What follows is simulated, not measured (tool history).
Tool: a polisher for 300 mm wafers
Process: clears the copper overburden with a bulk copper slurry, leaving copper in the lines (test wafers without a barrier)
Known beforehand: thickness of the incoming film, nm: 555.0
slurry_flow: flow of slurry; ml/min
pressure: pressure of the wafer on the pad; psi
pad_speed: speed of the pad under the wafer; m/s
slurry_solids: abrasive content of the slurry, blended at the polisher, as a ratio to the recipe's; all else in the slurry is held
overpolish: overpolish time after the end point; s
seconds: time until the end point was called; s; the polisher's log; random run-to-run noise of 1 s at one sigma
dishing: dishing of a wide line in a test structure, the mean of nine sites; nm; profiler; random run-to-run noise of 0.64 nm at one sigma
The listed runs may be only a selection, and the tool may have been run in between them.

run,hour,slurry_flow,pressure,pad_speed,slurry_solids,overpolish,seconds,dishing
1,0,195,2.5,0.88,1,23,101.06,83.774
2,4.9,150,2.5,0.88,1,23,107.21,82.253
3,7.4,150,2.5,0.88,1,15,105.7,59.764
4,9.9,150,2.5,0.9,1,14,102.98,57.592
5,12.7,150,2.5,0.92,1,13,102.02,54.257
6,16.2,150,2.5,0.92,1,7,101.02,32.78
7,20.6,145,2.5,0.92,1,7,100.02,32.217
8,24.5,140,2.5,0.9,1,9,105.08,39.948
9,28.2,150,2.5,0.9,1,9,104.13,39.992
10,31.6,160,2.6,0.9,1,8,98.967,37.556

What does the tool deliver on the next run?
11,40.4,160,2.6,0.9,1,8,?,?

seconds: 100.46 s
dishing: 38.184 nm

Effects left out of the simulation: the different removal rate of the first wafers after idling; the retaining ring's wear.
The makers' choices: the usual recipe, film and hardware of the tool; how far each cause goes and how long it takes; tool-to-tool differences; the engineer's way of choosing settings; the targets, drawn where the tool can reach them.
